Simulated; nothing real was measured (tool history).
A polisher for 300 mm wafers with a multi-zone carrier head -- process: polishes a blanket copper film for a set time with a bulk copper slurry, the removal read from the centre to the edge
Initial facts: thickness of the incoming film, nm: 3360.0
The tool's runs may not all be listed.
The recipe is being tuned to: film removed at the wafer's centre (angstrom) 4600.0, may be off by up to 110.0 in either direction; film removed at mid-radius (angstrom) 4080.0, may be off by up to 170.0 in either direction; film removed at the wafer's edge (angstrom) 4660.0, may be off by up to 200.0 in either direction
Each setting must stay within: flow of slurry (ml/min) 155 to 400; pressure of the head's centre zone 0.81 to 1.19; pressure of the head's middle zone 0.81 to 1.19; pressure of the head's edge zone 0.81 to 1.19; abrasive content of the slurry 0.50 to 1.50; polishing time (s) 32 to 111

run,day,flow of slurry (ml/min),pressure of the head's centre zone,pressure of the head's middle zone,pressure of the head's edge zone,abrasive content of the slurry,polishing time (s),film removed at the wafer's centre (angstrom),film removed at mid-radius (angstrom),film removed at the wafer's edge (angstrom)
1,0.000,255,1.00,1.00,1.00,1.00,71,7433.2,7401.1,7366.3
2,0.225,255,1.00,0.92,1.00,1.00,71,7441.9,6814.7,7145.1
3,0.404,240,0.98,0.88,1.00,0.85,64,6225.3,5591.0,6270.2
4,0.467,240,1.06,0.88,1.00,0.85,64,6739.7,5697.0,6271.4
5,0.629,240,1.06,0.88,1.00,1.05,64,7091.3,5986.5,6629.0
6,0.979,240,1.06,0.88,1.00,0.90,64,6767.7,5794.3,6410.2
7,1.071,235,1.02,0.86,0.97,0.75,60,5815.6,5016.4,5675.5
8,1.188,235,1.00,0.85,0.93,0.65,59,5492.0,4764.9,5214.0
9,1.292,225,0.98,0.84,0.92,0.60,58,5118.3,4534.6,4909.6

Exercise: of the 4 proposed moves below, exactly one satisfies all targets within the stated allowed misses. Which move is it?
A,1.396,210,0.91,1.02,0.81,0.50,55,?,?,?
B,1.396,185,0.82,0.82,1.09,0.60,58,?,?,?
C,1.396,260,1.02,0.82,0.95,0.65,52,?,?,?
D,1.396,220,0.91,0.81,0.90,0.65,54,?,?,?

move,film removed at the wafer's centre (angstrom),film removed at mid-radius (angstrom),film removed at the wafer's edge (angstrom)
A,4349.2,4718.3,4194.2
B,4403.0,4319.1,5322.1
C,4930.1,4079.7,4667.8
D,4613.6,4136.1,4676.6
A: pushes the last run's worst result past its target
B: pushes the last run's worst result past its target
C: closer than the last run, but not yet in spec
D: in spec on every target
So the answer is move D, the one that meets all the targets.
